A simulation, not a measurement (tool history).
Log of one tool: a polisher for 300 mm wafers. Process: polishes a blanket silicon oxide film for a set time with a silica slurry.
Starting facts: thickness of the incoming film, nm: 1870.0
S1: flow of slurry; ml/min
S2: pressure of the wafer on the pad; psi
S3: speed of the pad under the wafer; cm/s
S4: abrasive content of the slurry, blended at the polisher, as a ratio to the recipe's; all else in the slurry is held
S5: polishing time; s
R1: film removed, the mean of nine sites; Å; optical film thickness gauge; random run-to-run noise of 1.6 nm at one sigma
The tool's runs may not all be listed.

{"run": 1, "hour": 0.0, "S1": 150, "S2": 3.6, "S3": 146, "S4": 1, "S5": 102, "R1": 3369.5}
{"run": 2, "hour": 4.9, "S1": 150, "S2": 3.6, "S3": 178, "S4": 1, "S5": 102, "R1": 3943.4}
{"run": 3, "hour": 10.4, "S1": 150, "S2": 3.6, "S3": 178, "S4": 1, "S5": 102, "R1": 3905.1}
{"run": 4, "hour": 12.5, "S1": 145, "S2": 3.2, "S3": 178, "S4": 1, "S5": 102, "R1": 3524.3}
{"run": 5, "hour": 15.0, "S1": 145, "S2": 3.2, "S3": 178, "S4": 1.2, "S5": 102, "R1": 3689.5}
{"run": 6, "hour": 23.1, "S1": 140, "S2": 2.9, "S3": 176, "S4": 1.2, "S5": 102, "R1": 3326.6}
{"run": 7, "hour": 29.9, "S1": 135, "S2": 2.7, "S3": 176, "S4": 1.2, "S5": 102, "R1": 3168}
{"run": 8, "hour": 37.2, "S1": 135, "S2": 2.5, "S3": 174, "S4": 1.2, "S5": 102, "R1": 2928.9}
{"run": 9, "hour": 45.4, "S1": 130, "S2": 2.3, "S3": 174, "S4": 1.2, "S5": 102, "R1": 2674.2}

What will run 10 give?
{"hour": 51.0, "done": "head pressure recalibrated"}
{"run": 10, "hour": 51.0, "S1": 125, "S2": 2.2, "S3": 174, "S4": 1.2, "S5": 102, "R1": "?"}

R1: 2779.7 Å

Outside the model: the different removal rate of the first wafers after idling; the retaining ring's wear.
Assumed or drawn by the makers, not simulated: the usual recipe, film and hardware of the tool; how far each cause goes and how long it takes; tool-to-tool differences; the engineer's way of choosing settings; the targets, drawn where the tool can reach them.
